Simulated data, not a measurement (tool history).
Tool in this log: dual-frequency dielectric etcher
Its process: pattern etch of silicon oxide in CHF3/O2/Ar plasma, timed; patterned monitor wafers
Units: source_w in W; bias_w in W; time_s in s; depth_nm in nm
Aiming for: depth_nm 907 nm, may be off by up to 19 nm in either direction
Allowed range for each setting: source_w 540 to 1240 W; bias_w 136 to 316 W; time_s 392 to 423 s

run	hour	source_w	bias_w	time_s	depth_nm
1	0	890	226	423	1219.5
2	0.5	960	226	423	1257.7
3	5.9	820	226	423	1163.3
4	13	820	226	392	1095.2
5	16.3	730	217	392	1016.6
6	24.9	730	245	392	1056.1
7	32.6	670	236	392	1003.6
8	36.5	630	231	392	976.21
9	37.8	600	227	392	941.95

Below are 4 possible settings for the next run. Only one of them brings all results inside the allowed miss of their targets. Which is it?
A	39.1	620	205	406.5	?
B	39.1	550	252	407.5	?
C	39.1	540	225	399	?
D	39.1	650	217	411.5	?

move	depth_nm
A	960.5
B	960.91
C	903.66
D	1009.3
A: its largest miss is bigger than the last run's
B: its largest miss is bigger than the last run's
C: each result inside its tolerance
D: its largest miss is bigger than the last run's
The move that meets every target is C.

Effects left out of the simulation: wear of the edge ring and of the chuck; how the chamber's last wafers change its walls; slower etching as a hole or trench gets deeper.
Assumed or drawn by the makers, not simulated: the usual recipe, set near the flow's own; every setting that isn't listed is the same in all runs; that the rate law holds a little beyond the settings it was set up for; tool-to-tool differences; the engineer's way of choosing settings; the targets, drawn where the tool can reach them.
